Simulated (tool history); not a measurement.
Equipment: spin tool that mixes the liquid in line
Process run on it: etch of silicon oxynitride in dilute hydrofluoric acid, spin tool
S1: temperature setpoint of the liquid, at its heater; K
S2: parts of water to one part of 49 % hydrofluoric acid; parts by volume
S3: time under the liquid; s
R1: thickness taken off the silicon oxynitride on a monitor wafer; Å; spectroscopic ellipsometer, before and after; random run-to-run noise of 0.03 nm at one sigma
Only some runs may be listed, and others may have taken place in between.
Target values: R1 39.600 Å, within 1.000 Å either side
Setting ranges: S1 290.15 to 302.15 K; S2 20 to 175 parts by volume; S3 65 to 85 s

run  hour      S1  S2  S3      R1
  1   0.0  294.15  95  85  34.710
  2   5.1  294.15  95  65  27.185
  3  11.3  296.15  95  65  29.314
  4  18.5  296.15  95  65  29.718
  5  27.1  297.65  95  65  31.345
  6  33.7  299.15  90  65  36.367
  7  36.5  299.65  90  65  37.281
  8  42.1  300.15  90  65  37.661

Consider the 5 candidate settings below. Which is the only one whose results all fall within their allowed miss of target?
  A  47.7  299.15  105  85   ?
  B  47.7  298.15   95  85   ?
  C  47.7  301.65   85  65   ?
  D  47.7  298.15   80  70   ?
  E  47.7  296.65   85  80   ?

move      R1
   A  39.482
   B  42.017
   C  42.642
   D  41.631
   E  41.512
A: in spec on every target
B: takes the biggest miss from the last run beyond its target
C: takes the biggest miss from the last run beyond its target
D: takes the biggest miss from the last run beyond its target
E: takes the biggest miss from the last run beyond its target
A meets every target.
